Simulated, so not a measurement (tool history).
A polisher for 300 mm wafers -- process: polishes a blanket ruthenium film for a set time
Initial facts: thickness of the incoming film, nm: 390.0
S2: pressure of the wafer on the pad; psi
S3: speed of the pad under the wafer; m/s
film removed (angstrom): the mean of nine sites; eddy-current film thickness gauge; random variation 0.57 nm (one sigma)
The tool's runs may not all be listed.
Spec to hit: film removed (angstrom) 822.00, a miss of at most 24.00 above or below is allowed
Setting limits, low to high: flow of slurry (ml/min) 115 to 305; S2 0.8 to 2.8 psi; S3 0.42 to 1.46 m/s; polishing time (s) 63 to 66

{"run": 1, "hour": 0.0, "flow of slurry (ml/min)": 195, "S2": 1.8, "S3": 0.94, "polishing time (s)": 63, "film removed (angstrom)": 706.67}
{"run": 2, "hour": 7.6, "flow of slurry (ml/min)": 150, "S2": 1.8, "S3": 0.94, "polishing time (s)": 63, "film removed (angstrom)": 693.19}
{"run": 3, "hour": 10.8, "flow of slurry (ml/min)": 125, "S2": 1.8, "S3": 0.94, "polishing time (s)": 63, "film removed (angstrom)": 682.52}
{"run": 4, "hour": 18.8, "flow of slurry (ml/min)": 130, "S2": 2.0, "S3": 0.94, "polishing time (s)": 63, "film removed (angstrom)": 753.23}
{"run": 5, "hour": 21.1, "flow of slurry (ml/min)": 130, "S2": 2.0, "S3": 0.94, "polishing time (s)": 66, "film removed (angstrom)": 793.13}
{"run": 6, "hour": 22.2, "flow of slurry (ml/min)": 130, "S2": 2.0, "S3": 0.72, "polishing time (s)": 66, "film removed (angstrom)": 606.24}
{"run": 7, "hour": 28.5, "flow of slurry (ml/min)": 135, "S2": 2.1, "S3": 0.72, "polishing time (s)": 66, "film removed (angstrom)": 639.75}
{"run": 8, "hour": 36.2, "flow of slurry (ml/min)": 135, "S2": 2.2, "S3": 0.72, "polishing time (s)": 66, "film removed (angstrom)": 674.07}
{"run": 9, "hour": 38.6, "flow of slurry (ml/min)": 140, "S2": 2.2, "S3": 0.72, "polishing time (s)": 66, "film removed (angstrom)": 678.15}
{"run": 10, "hour": 41.9, "flow of slurry (ml/min)": 145, "S2": 2.2, "S3": 0.72, "polishing time (s)": 66, "film removed (angstrom)": 683.58}
{"run": 11, "hour": 48.6, "flow of slurry (ml/min)": 150, "S2": 2.2, "S3": 0.72, "polishing time (s)": 66, "film removed (angstrom)": 680.5}
{"run": 12, "hour": 49.2, "flow of slurry (ml/min)": 160, "S2": 2.4, "S3": 0.72, "polishing time (s)": 66, "film removed (angstrom)": 742.5}

5 next moves are on the table. One of them brings every result within its allowed miss. Which?
{"run": "A", "hour": 49.8, "flow of slurry (ml/min)": 140, "S2": 2.1, "S3": 0.76, "polishing time (s)": 66, "film removed (angstrom)": "?"}
{"run": "B", "hour": 49.8, "flow of slurry (ml/min)": 165, "S2": 2.0, "S3": 0.74, "polishing time (s)": 66, "film removed (angstrom)": "?"}
{"run": "C", "hour": 49.8, "flow of slurry (ml/min)": 165, "S2": 2.7, "S3": 0.54, "polishing time (s)": 66, "film removed (angstrom)": "?"}
{"run": "D", "hour": 49.8, "flow of slurry (ml/min)": 205, "S2": 2.6, "S3": 0.72, "polishing time (s)": 66, "film removed (angstrom)": "?"}
{"run": "E", "hour": 49.8, "flow of slurry (ml/min)": 150, "S2": 2.5, "S3": 0.62, "polishing time (s)": 63, "film removed (angstrom)": "?"}

move=A film_removed_(angstrom)=667.48
move=B film_removed_(angstrom)=630.43
move=C film_removed_(angstrom)=625.33
move=D film_removed_(angstrom)=809.47
move=E film_removed_(angstrom)=625.60
A: further off than the last run
B: further off than the last run
C: further off than the last run
D: in spec on every target
E: further off than the last run
Move D is the one to make.
